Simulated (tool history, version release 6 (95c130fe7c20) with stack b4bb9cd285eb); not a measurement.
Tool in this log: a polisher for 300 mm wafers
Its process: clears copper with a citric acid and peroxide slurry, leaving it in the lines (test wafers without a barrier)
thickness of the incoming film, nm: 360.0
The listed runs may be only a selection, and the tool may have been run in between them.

run  hour  flow of slurry (ml/min)  pressure of the wafer on the pad (kPa)  speed of the pad under the wafer (cm/s)  abrasive content of the slurry  overpolish time after the end point (s)  time until the end point was called (s)  dishing of a wide line in a test structure (angstrom)
  1   0.0                      150                                    19.3                                      136                            1.00                                       14                                   163.88                                                 249.88
  2   2.4                      150                                    19.3                                      136                            1.00                                       16                                   164.90                                                 276.47
  3   8.6                      150                                    19.3                                      136                            1.00                                       13                                   164.24                                                 230.28
  4  15.0                      150                                    19.3                                      136                            1.10                                       13                                   159.87                                                 248.01
  5  18.6                      150                                    22.1                                      136                            1.10                                       13                                   149.28                                                 269.61
  6  25.2                      150                                    21.4                                      134                            1.15                                       15                                   147.95                                                 300.27

What will run 7 give?
  7  27.9                      150                                    20.0                                      132                            1.20                                       17                                        ?                                                      ?

time until the end point was called (s): 159.80
dishing of a wide line in a test structure (angstrom): 305.95

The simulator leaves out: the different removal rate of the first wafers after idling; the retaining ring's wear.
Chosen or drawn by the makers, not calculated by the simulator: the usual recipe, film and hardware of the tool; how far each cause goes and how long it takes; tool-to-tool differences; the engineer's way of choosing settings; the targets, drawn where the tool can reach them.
